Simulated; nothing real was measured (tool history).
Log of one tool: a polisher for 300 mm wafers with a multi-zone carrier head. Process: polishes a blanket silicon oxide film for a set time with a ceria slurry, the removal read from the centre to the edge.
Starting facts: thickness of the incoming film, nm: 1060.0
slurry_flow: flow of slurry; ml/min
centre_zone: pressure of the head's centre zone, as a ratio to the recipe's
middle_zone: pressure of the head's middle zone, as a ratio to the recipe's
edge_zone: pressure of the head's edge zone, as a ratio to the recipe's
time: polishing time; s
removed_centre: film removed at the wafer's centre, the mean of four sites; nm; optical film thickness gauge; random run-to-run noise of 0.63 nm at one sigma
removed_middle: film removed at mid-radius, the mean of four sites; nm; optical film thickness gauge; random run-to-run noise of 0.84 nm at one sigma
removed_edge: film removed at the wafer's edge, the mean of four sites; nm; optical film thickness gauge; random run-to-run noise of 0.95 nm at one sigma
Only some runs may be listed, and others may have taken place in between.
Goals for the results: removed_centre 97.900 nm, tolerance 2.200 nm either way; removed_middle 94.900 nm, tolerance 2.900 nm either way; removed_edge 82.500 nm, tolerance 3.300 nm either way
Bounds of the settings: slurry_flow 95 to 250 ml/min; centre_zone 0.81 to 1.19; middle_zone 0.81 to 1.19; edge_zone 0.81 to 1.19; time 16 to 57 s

run	hour	slurry_flow	centre_zone	middle_zone	edge_zone	time	removed_centre	removed_middle	removed_edge
1	0.0	160	1.00	1.00	1.00	36	143.110	143.420	145.400
2	6.3	145	1.00	1.00	1.00	36	141.380	141.390	138.890
3	12.4	130	1.00	0.99	0.94	32	123.000	124.390	120.980
4	18.1	130	1.00	1.03	0.94	32	124.700	126.410	121.200
5	18.9	120	1.03	1.06	0.90	28	108.580	111.330	102.740
6	22.3	120	1.03	1.01	0.90	28	109.540	105.930	104.550
7	25.7	115	1.06	1.06	0.87	26	103.930	102.410	93.323
8	27.4	110	1.07	1.07	0.85	25	101.140	99.439	90.660

5 candidate next runs follow, results not yet known. Just one meets every target within its allowed miss. Identify it.
A	29.1	130	1.15	1.19	0.82	23	?	?	?
B	29.1	105	1.09	1.08	0.81	24	?	?	?
C	29.1	145	1.01	1.10	0.81	24	?	?	?
D	29.1	95	1.03	1.08	0.86	26	?	?	?
E	29.1	145	1.02	0.93	0.82	25	?	?	?

move	removed_centre	removed_middle	removed_edge
A	102.250	103.190	81.494
B	97.540	96.097	82.899
C	95.163	102.220	85.591
D	98.112	102.580	91.267
E	99.998	92.379	89.840
A: the worst result of the last run now meets its target, but another is out of spec
B: every result within its allowed miss
C: the worst result of the last run now meets its target, but another is out of spec
D: lands further from the targets than the last run did
E: an improvement on the last run, though not all results are within tolerance
B meets every target.

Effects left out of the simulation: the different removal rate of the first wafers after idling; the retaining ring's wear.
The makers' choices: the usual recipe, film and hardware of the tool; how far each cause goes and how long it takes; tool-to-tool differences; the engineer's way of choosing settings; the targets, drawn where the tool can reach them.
